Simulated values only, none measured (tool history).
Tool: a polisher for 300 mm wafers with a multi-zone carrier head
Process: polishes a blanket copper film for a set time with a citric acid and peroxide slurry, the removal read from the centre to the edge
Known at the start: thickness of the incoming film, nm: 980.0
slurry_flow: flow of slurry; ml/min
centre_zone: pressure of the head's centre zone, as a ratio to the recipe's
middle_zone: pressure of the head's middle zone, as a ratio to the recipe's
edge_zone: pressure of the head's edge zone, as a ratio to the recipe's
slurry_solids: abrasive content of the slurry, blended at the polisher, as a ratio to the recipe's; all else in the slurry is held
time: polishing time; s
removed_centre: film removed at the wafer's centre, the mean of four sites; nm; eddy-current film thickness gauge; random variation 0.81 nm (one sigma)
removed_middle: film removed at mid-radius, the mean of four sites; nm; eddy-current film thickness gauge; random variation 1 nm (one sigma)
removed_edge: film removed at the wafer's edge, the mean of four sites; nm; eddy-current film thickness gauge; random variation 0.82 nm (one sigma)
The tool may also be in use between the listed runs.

Run 1, day 0: slurry_flow 270 ml/min, centre_zone 1, middle_zone 1, edge_zone 1, slurry_solids 1, time 41 s. Result: removed_centre 97.56 nm, removed_middle 99.435 nm, removed_edge 98.494 nm.
Run 2, day 0.108: slurry_flow 270 ml/min, centre_zone 0.99, middle_zone 0.97, edge_zone 0.98, slurry_solids 0.85, time 39 s. Result: removed_centre 87.68 nm, removed_middle 89.875 nm, removed_edge 89.211 nm.
Run 3, day 0.296: slurry_flow 265 ml/min, centre_zone 0.99, middle_zone 0.93, edge_zone 0.97, slurry_solids 0.75, time 38 s. Result: removed_centre 82.899 nm, removed_middle 80.522 nm, removed_edge 84.553 nm.
Run 4, day 0.396: slurry_flow 265 ml/min, centre_zone 0.99, middle_zone 0.93, edge_zone 1.03, slurry_solids 0.75, time 38 s. Result: removed_centre 84.542 nm, removed_middle 82.298 nm, removed_edge 88.185 nm.
Run 5, day 0.746: slurry_flow 265 ml/min, centre_zone 0.99, middle_zone 0.93, edge_zone 1, slurry_solids 0.75, time 38 s. Result: removed_centre 81.37 nm, removed_middle 81.688 nm, removed_edge 85.129 nm.
Run 6, day 0.8: slurry_flow 265 ml/min, centre_zone 0.99, middle_zone 0.9, edge_zone 0.96, slurry_solids 0.7, time 38 s. Result: removed_centre 81.982 nm, removed_middle 78.078 nm, removed_edge 81.982 nm.

Run 7 comes next. What will it give?
Run 7, day 1.012: slurry_flow 260 ml/min, centre_zone 0.97, middle_zone 0.88, edge_zone 0.93, slurry_solids 0.65, time 38 s. Result: removed_centre ?, removed_middle ?, removed_edge ?.

removed_centre: 79.193 nm
removed_middle: 76.533 nm
removed_edge: 80.201 nm

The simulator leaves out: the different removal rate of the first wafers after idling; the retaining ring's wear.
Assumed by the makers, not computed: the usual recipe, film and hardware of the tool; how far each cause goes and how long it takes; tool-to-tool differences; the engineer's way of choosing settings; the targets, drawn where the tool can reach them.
